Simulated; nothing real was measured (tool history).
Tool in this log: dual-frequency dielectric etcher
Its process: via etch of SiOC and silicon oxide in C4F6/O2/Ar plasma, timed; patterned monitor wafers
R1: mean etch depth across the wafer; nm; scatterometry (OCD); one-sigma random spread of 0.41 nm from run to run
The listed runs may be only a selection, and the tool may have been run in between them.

Run 1, hour 0: source power (kW) 0.26, bias power (kW) 0.139, etch time (s) 107. Result: R1 90.744 nm.
Run 2, hour 3.4: source power (kW) 0.25, bias power (kW) 0.133, etch time (s) 107. Result: R1 87.28 nm.
Run 3, hour 10.9: source power (kW) 0.22, bias power (kW) 0.133, etch time (s) 107. Result: R1 82.668 nm.
Run 4, hour 18.7: source power (kW) 0.21, bias power (kW) 0.129, etch time (s) 107. Result: R1 79.216 nm.
Run 5, hour 26.3: source power (kW) 0.21, bias power (kW) 0.129, etch time (s) 107. Result: R1 79.25 nm.
Run 6, hour 31: source power (kW) 0.2, bias power (kW) 0.127, etch time (s) 107. Result: R1 76.74 nm.
Run 7, hour 34.2: source power (kW) 0.2, bias power (kW) 0.125, etch time (s) 107. Result: R1 77.183 nm.
Run 8, hour 41.7: source power (kW) 0.2, bias power (kW) 0.123, etch time (s) 107. Result: R1 75.014 nm.
Run 9, hour 42.5: source power (kW) 0.2, bias power (kW) 0.122, etch time (s) 107. Result: R1 75.667 nm.

Run 10 has not been measured yet. What should we expect?
Run 10, hour 44.9: source power (kW) 0.2, bias power (kW) 0.121, etch time (s) 107. Result: R1 ?.

{"run 10": {"R1": 75.705}}

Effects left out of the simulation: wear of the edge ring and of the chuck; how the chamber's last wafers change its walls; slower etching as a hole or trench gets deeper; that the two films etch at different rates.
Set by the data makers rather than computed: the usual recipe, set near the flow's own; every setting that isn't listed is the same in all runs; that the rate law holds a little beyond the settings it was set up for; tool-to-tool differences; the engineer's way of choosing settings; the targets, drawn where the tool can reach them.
